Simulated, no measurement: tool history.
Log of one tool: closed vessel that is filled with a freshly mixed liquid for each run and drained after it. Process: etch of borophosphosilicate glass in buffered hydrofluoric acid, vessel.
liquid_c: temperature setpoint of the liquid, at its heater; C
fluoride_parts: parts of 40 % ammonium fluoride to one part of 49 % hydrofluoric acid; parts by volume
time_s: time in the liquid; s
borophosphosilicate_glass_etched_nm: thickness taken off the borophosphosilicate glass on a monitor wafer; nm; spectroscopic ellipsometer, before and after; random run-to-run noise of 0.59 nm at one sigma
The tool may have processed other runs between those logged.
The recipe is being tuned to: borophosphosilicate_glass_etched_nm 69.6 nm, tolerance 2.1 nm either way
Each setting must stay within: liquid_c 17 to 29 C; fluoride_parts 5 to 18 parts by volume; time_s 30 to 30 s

run  hour  liquid_c  fluoride_parts  time_s  borophosphosilicate_glass_etched_nm
  1     0        21              11      30                               31.956
  2   8.7        21              11      30                               32.434
  3    10        21              10      30                               34.417
  4  18.3        21              10      30                               34.214
  5  21.5        23               9      30                               42.754
  6  25.2      24.5             8.5      30                               48.989
  7  33.5      25.5             8.5      30                               51.985
  8  42.6      26.5               8      30                               58.715
  9  48.6        27               8      30                               60.204
     52.5  -- hydrofluoric acid flow meter replaced
 10  52.5        29             7.5      30                               64.412
 11    59        29               6      30                               78.899

Pick the move, out of 4, that brings all results within their allowed miss; only one does.
  A  65.5        29               7      30                                    ?
  B  65.5        29             7.5      30                                    ?
  C  65.5        28               7      30                                    ?
  D  65.5      27.5               6      30                                    ?

move  borophosphosilicate_glass_etched_nm
   A                               70.318
   B                               65.222
   C                               66.738
   D                                74.48
A: every result within its allowed miss
B: moves the result that the last run missed by most past its target, out the other side
C: moves the result that the last run missed by most past its target, out the other side
D: closes in on the targets versus the last run, not all within tolerance yet
Go with A: it meets all targets.

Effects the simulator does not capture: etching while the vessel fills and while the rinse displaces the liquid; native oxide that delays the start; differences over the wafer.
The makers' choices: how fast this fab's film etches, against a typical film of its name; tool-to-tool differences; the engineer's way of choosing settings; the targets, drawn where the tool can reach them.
